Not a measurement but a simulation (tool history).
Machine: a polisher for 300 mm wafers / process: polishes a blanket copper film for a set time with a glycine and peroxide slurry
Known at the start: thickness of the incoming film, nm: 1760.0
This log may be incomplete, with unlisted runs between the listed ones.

run,hour,flow of slurry (ml/min),pressure of the wafer on the pad (psi),speed of the pad under the wafer (cm/s),polishing time (s),film removed (angstrom)
1,0,190,3.5,118,57,5150.1
2,4.9,155,3.5,118,57,5090.7
3,12.4,155,3.5,130,57,5462.7
4,19.9,155,3.5,130,57,5586.3
5,27.6,155,4,130,57,6241.9
6,31.1,155,4,130,51,5505.6
7,33.9,155,4.4,130,51,5985.5

Run 8 comes next. What will it give?
8,34.9,155,4.7,130,51,?

Logged for run 8: film removed (angstrom) 6391.9.

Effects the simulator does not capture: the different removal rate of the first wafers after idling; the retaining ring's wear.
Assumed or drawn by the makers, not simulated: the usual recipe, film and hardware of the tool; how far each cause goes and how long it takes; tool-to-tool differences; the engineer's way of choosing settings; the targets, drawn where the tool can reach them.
